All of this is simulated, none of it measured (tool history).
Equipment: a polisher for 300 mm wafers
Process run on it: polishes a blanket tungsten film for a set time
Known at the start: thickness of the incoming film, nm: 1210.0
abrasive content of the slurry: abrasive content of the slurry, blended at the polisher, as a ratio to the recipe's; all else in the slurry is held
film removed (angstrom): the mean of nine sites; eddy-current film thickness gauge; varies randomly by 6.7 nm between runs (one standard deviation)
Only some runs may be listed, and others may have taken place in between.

run,hour,flow of slurry (ml/min),pressure of the wafer on the pad (kPa),speed of the pad under the wafer (cm/s),abrasive content of the slurry,polishing time (s),film removed (angstrom)
1,0.0,130,23.4,104,1.0,112,5125.5
2,2.8,130,29.0,104,1.0,112,5908.6
3,7.5,150,29.0,104,1.0,112,6087.9
4,12.2,150,29.0,88,1.0,112,5085.2
5,17.0,155,31.7,98,1.0,112,6068.7
6,23.2,155,33.1,106,1.0,112,6797.6

Run 7 is up next; what results do you expect?
7,28.7,180,36.5,116,1.0,112,?

{"run 7": {"film removed (angstrom)": 8231.5}}

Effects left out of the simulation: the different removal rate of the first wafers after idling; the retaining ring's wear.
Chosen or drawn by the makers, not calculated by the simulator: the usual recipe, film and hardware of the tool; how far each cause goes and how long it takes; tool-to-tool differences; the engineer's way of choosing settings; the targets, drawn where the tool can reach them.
